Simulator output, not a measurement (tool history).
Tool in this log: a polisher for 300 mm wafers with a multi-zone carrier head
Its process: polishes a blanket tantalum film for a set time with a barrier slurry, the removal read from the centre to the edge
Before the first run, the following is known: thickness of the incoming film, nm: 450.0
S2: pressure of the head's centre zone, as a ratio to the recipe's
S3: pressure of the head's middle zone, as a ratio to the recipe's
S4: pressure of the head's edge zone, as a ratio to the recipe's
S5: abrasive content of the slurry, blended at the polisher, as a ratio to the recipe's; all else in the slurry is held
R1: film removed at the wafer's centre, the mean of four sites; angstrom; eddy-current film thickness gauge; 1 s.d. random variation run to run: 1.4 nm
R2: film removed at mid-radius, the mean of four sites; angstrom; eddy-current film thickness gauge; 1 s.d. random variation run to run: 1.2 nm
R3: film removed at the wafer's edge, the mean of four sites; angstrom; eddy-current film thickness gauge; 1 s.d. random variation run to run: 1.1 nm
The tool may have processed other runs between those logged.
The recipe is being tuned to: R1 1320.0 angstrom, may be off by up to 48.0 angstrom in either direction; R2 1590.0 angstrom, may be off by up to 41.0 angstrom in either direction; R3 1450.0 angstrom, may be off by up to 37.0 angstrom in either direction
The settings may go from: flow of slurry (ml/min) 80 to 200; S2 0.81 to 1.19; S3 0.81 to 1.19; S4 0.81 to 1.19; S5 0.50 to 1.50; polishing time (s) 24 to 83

{"run": 1, "day": 0.0, "flow of slurry (ml/min)": 130, "S2": 1.0, "S3": 1.0, "S4": 1.0, "S5": 1.0, "polishing time (s)": 53, "R1": 1353.2, "R2": 1387.3, "R3": 1369.9}
{"run": 2, "day": 0.279, "flow of slurry (ml/min)": 130, "S2": 1.0, "S3": 1.0, "S4": 1.0, "S5": 1.0, "polishing time (s)": 48, "R1": 1213.1, "R2": 1254.1, "R3": 1252.8}
{"run": 3, "day": 0.438, "flow of slurry (ml/min)": 130, "S2": 1.0, "S3": 1.0, "S4": 0.96, "S5": 1.0, "polishing time (s)": 48, "R1": 1220.4, "R2": 1272.4, "R3": 1230.6}
{"run": 4, "day": 0.742, "flow of slurry (ml/min)": 140, "S2": 0.99, "S3": 1.02, "S4": 0.98, "S5": 1.05, "polishing time (s)": 48, "R1": 1231.7, "R2": 1338.8, "R3": 1261.6}
{"run": 5, "day": 0.775, "flow of slurry (ml/min)": 140, "S2": 0.99, "S3": 1.02, "S4": 0.98, "S5": 1.2, "polishing time (s)": 48, "R1": 1302.5, "R2": 1366.4, "R3": 1311.2}
{"run": 6, "day": 1.0, "flow of slurry (ml/min)": 150, "S2": 0.98, "S3": 1.03, "S4": 0.99, "S5": 1.2, "polishing time (s)": 48, "R1": 1301.6, "R2": 1407.9, "R3": 1335.5}
{"run": 7, "day": 1.246, "flow of slurry (ml/min)": 155, "S2": 0.97, "S3": 1.04, "S4": 1.0, "S5": 1.2, "polishing time (s)": 48, "R1": 1297.7, "R2": 1407.7, "R3": 1355.4}
{"run": 8, "day": 1.542, "flow of slurry (ml/min)": 160, "S2": 0.96, "S3": 1.06, "S4": 1.0, "S5": 1.2, "polishing time (s)": 48, "R1": 1310.7, "R2": 1454.3, "R3": 1369.7}
{"run": 9, "day": 1.588, "flow of slurry (ml/min)": 165, "S2": 0.95, "S3": 1.07, "S4": 1.0, "S5": 1.2, "polishing time (s)": 48, "R1": 1282.8, "R2": 1474.6, "R3": 1368.6}

Below are 4 possible settings for the next run. Only one of them brings all results inside the allowed miss of their targets. Which is it?
{"run": "A", "day": 1.633, "flow of slurry (ml/min)": 165, "S2": 1.06, "S3": 1.14, "S4": 0.86, "S5": 1.2, "polishing time (s)": 46, "R1": "?", "R2": "?", "R3": "?"}
{"run": "B", "day": 1.633, "flow of slurry (ml/min)": 135, "S2": 0.86, "S3": 0.87, "S4": 1.05, "S5": 1.3, "polishing time (s)": 53, "R1": "?", "R2": "?", "R3": "?"}
{"run": "C", "day": 1.633, "flow of slurry (ml/min)": 140, "S2": 0.93, "S3": 1.1, "S4": 1.0, "S5": 1.35, "polishing time (s)": 51, "R1": "?", "R2": "?", "R3": "?"}
{"run": "D", "day": 1.633, "flow of slurry (ml/min)": 185, "S2": 0.98, "S3": 1.06, "S4": 0.99, "S5": 1.15, "polishing time (s)": 43, "R1": "?", "R2": "?", "R3": "?"}

move=A R1=1369.6 R2=1489.5 R3=1245.9
move=B R1=1243.3 R2=1339.7 R3=1523.6
move=C R1=1320.9 R2=1597.4 R3=1459.3
move=D R1=1194.7 R2=1319.2 R3=1222.8
A: misses by more than the last run did
B: misses by more than the last run did
C: each result inside its tolerance
D: misses by more than the last run did
The right move is C.

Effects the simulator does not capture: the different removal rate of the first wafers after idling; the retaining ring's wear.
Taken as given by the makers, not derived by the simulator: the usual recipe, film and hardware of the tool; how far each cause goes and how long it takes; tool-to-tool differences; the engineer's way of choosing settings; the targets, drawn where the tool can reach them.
